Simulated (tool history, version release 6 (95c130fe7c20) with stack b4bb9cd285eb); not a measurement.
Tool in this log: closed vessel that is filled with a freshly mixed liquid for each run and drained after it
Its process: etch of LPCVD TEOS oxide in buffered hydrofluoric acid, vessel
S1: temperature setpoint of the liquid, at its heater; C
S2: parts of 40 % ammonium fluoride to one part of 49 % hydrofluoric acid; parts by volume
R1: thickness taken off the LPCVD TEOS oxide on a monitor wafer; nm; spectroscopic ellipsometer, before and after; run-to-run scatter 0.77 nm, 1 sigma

{"run": 1, "day": 0.0, "S1": 22, "S2": 11, "time in the liquid (s)": 100, "R1": 176.81}
{"run": 2, "day": 0.3, "S1": 21.5, "S2": 11.5, "time in the liquid (s)": 100, "R1": 164.93}
{"run": 3, "day": 0.638, "S1": 21, "S2": 12, "time in the liquid (s)": 100, "R1": 152.72}
{"run": 4, "day": 0.704, "S1": 23.5, "S2": 12, "time in the liquid (s)": 100, "R1": 176.58}
{"run": 5, "day": 0.838, "S1": 23, "S2": 12.5, "time in the liquid (s)": 100, "R1": 167.1}
{"run": 6, "day": 1.175, "S1": 23, "S2": 11.5, "time in the liquid (s)": 100, "R1": 182.89}

Run 7 comes next. What will it give?
{"run": 7, "day": 1.438, "S1": 19, "S2": 15, "time in the liquid (s)": 100, "R1": "?"}

Logged for run 7: R1 109.31 nm.
